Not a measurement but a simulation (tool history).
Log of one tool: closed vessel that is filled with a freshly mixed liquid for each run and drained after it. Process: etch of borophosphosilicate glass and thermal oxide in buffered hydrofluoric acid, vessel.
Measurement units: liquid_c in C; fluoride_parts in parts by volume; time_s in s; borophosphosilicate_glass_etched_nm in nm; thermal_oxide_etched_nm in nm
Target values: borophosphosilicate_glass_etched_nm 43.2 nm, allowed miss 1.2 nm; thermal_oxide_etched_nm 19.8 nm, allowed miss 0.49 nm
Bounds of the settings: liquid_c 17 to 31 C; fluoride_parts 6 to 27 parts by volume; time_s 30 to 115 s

run  hour  liquid_c  fluoride_parts  time_s  borophosphosilicate_glass_etched_nm  thermal_oxide_etched_nm
  1     0        23            16.5      60                                78.98                   36.477
  2     6        23              21      60                               63.407                   29.005
  3   8.2        23              19      60                               68.605                   31.949
  4    11        22            19.5      60                               64.173                   29.395
  5  16.4        21              20      60                               59.439                   26.861
     18.6  -- thermometer replaced
  6  18.6      20.5            20.5      60                               60.868                   27.868
  7  22.4        20            21.5      60                               56.612                   26.446
  8    26        20            22.5      60                               54.952                   25.193
  9  27.2      19.5            23.5      60                               52.542                   23.987
 10    31        19              24      60                               50.876                   22.969
 11  38.8      18.5            24.5      60                               48.442                   22.185
 12  41.5        18              25      60                               45.834                   21.066

Below are 4 possible settings for the next run. Only one of them brings all results inside the allowed miss of their targets. Which is it?
  A  44.2        17              22      55                                    ?                        ?
  B  44.2      18.5              27      55                                    ?                        ?
  C  44.2        17              21      50                                    ?                        ?
  D  44.2        17              27      60                                    ?                        ?

move  borophosphosilicate_glass_etched_nm  thermal_oxide_etched_nm
   A                               43.473                   19.836
   B                               41.034                   18.753
   C                               40.819                   18.622
   D                               41.129                   18.778
A: hits every target within its allowed miss
B: carries the result that was furthest off beyond its target, to the other side
C: carries the result that was furthest off beyond its target, to the other side
D: carries the result that was furthest off beyond its target, to the other side
A is the move that brings every result within its allowed miss.
